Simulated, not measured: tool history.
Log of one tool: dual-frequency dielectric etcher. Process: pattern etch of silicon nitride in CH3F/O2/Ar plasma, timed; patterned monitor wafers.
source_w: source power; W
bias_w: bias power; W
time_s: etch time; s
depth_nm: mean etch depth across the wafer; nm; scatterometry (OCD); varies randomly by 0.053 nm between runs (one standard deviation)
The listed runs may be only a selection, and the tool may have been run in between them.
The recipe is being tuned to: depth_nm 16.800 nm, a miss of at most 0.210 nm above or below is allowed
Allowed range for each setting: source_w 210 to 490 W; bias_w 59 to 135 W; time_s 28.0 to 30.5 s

run	hour	source_w	bias_w	time_s	depth_nm
1	0.0	350	97	30.5	21.519
2	8.7	350	84	30.5	19.796
3	14.5	400	84	30.5	20.523
4	20.6	400	84	30.5	20.576
5	26.4	460	84	30.5	21.365
6	27.6	460	76	30.5	20.104
7	33.1	390	73	30.5	18.605
8	37.3	350	72	30.5	17.808
9	42.9	330	72	30.5	17.635
# hour 48.3: source power generator calibrated
10	48.3	310	72	30.5	17.149
11	53.6	310	72	30.5	17.186

Exercise: of the 4 proposed moves below, exactly one satisfies all targets within the stated allowed misses. Which move is it?
A	58.9	290	75	29.5	?
B	58.9	330	72	30.0	?
C	58.9	300	77	30.0	?
D	58.9	360	75	29.0	?

move	depth_nm
A	16.725
B	17.148
C	17.461
D	17.450
A: in spec on every target
B: an improvement on the last run, though not all results are within tolerance
C: moves away from the targets compared with the last run
D: moves away from the targets compared with the last run
A meets every target.
